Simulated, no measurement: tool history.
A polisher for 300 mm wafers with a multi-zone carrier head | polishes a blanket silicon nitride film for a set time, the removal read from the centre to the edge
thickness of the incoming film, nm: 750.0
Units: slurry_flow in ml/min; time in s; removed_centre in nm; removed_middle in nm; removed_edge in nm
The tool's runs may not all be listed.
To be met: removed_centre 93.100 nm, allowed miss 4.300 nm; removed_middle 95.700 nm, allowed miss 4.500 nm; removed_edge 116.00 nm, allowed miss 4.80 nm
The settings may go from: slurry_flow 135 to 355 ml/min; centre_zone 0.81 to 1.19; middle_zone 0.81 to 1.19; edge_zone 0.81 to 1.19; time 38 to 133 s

{"run": 1, "hour": 0.0, "slurry_flow": 225, "centre_zone": 1.0, "middle_zone": 1.0, "edge_zone": 1.0, "time": 85, "removed_centre": 198.71, "removed_middle": 196.73, "removed_edge": 199.85}
{"run": 2, "hour": 2.2, "slurry_flow": 200, "centre_zone": 1.0, "middle_zone": 1.0, "edge_zone": 1.0, "time": 85, "removed_centre": 195.49, "removed_middle": 189.49, "removed_edge": 196.16}
{"run": 3, "hour": 4.5, "slurry_flow": 200, "centre_zone": 0.96, "middle_zone": 1.0, "edge_zone": 1.0, "time": 85, "removed_centre": 185.2, "removed_middle": 194.5, "removed_edge": 193.68}
{"run": 4, "hour": 7.3, "slurry_flow": 185, "centre_zone": 0.94, "middle_zone": 0.95, "edge_zone": 1.03, "time": 73, "removed_centre": 154.79, "removed_middle": 154.77, "removed_edge": 170.8}
{"run": 5, "hour": 16.1, "slurry_flow": 180, "centre_zone": 0.91, "middle_zone": 0.93, "edge_zone": 1.02, "time": 65, "removed_centre": 132.68, "removed_middle": 135.85, "removed_edge": 148.44}
{"run": 6, "hour": 17.0, "slurry_flow": 175, "centre_zone": 0.89, "middle_zone": 0.9, "edge_zone": 1.02, "time": 61, "removed_centre": 120.13, "removed_middle": 126.4, "removed_edge": 141.57}
{"run": 7, "hour": 18.6, "slurry_flow": 170, "centre_zone": 0.88, "middle_zone": 0.88, "edge_zone": 1.02, "time": 57, "removed_centre": 108.81, "removed_middle": 113.79, "removed_edge": 130.25}
{"run": 8, "hour": 26.8, "slurry_flow": 170, "centre_zone": 0.88, "middle_zone": 0.88, "edge_zone": 1.02, "time": 57, "removed_centre": 111.98, "removed_middle": 112.35, "removed_edge": 128.84}

Which of these 4 next moves meets every target?
{"run": "A", "hour": 35.0, "slurry_flow": 175, "centre_zone": 0.81, "middle_zone": 0.81, "edge_zone": 1.19, "time": 52, "removed_centre": "?", "removed_middle": "?", "removed_edge": "?"}
{"run": "B", "hour": 35.0, "slurry_flow": 180, "centre_zone": 0.97, "middle_zone": 0.88, "edge_zone": 0.93, "time": 65, "removed_centre": "?", "removed_middle": "?", "removed_edge": "?"}
{"run": "C", "hour": 35.0, "slurry_flow": 160, "centre_zone": 0.86, "middle_zone": 0.84, "edge_zone": 1.05, "time": 55, "removed_centre": "?", "removed_middle": "?", "removed_edge": "?"}
{"run": "D", "hour": 35.0, "slurry_flow": 175, "centre_zone": 0.84, "middle_zone": 0.84, "edge_zone": 1.05, "time": 49, "removed_centre": "?", "removed_middle": "?", "removed_edge": "?"}

move=A removed_centre=95.490 removed_middle=98.164 removed_edge=128.31
move=B removed_centre=143.570 removed_middle=131.890 removed_edge=142.30
move=C removed_centre=105.320 removed_middle=105.280 removed_edge=125.82
move=D removed_centre=93.306 removed_middle=95.296 removed_edge=113.39
A: brings the result that was furthest off to its target, and leaves another outside
B: further off than the last run
C: nearer than the last run, and not there yet
D: meets every target
Move D is the one to make.

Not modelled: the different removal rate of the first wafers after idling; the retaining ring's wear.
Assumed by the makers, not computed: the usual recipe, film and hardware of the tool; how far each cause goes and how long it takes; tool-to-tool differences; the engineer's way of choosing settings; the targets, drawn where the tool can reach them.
